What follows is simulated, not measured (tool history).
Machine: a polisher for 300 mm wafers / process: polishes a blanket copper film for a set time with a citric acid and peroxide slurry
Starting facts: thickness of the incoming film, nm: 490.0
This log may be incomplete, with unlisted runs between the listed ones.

run,hour,flow of slurry (ml/min),pressure of the wafer on the pad (psi),speed of the pad under the wafer (m/s),abrasive content of the slurry,polishing time (s),film removed (nm)
1,0.0,305,3.8,0.82,1.0,93,237.10
2,2.8,305,3.6,0.82,1.0,93,227.55
3,9.9,265,3.6,0.82,1.0,93,222.19
4,17.9,265,3.4,0.82,1.0,93,212.09
5,26.4,265,3.3,0.82,1.0,93,213.92
6,34.5,265,3.3,0.82,1.0,93,207.55
7,43.2,265,3.2,0.82,1.0,93,203.00
8,49.7,265,3.1,0.82,1.0,93,202.25

Run 9, settings as shown, results not yet in. Your forecast:
9,57.1,265,3.0,0.82,1.0,93,?

film removed (nm): 194.37
